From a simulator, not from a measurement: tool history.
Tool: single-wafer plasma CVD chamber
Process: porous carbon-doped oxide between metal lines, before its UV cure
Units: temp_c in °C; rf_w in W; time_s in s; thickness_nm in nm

run 1 hour=0 | temp_c=320 rf_w=615 time_s=37.7 | thickness_nm=186.95
run 2 hour=3.2 | temp_c=323 rf_w=610 time_s=37.7 | thickness_nm=182.34
run 3 hour=8.9 | temp_c=318 rf_w=610 time_s=37.7 | thickness_nm=187.3
run 4 hour=11.7 | temp_c=318 rf_w=540 time_s=37.7 | thickness_nm=168.83
run 5 hour=16.4 | temp_c=319 rf_w=540 time_s=37.7 | thickness_nm=167.57
run 6 hour=19.5 | temp_c=319 rf_w=490 time_s=37.7 | thickness_nm=153.84
run 7 hour=21.3 | temp_c=318 rf_w=490 time_s=37.7 | thickness_nm=154.25
run 8 hour=25.5 | temp_c=317 rf_w=490 time_s=37.7 | thickness_nm=155.04
run 9 hour=27.9 | temp_c=316 rf_w=490 time_s=37.7 | thickness_nm=156.65
run 10 hour=32.2 | temp_c=315 rf_w=490 time_s=37.7 | thickness_nm=156.87

Run 11 has not been measured yet. What should we expect?
run 11 hour=37.6 | temp_c=314 rf_w=490 time_s=37.7 | thickness_nm=?

For run 11 the tool returned thickness_nm 156.92 nm.
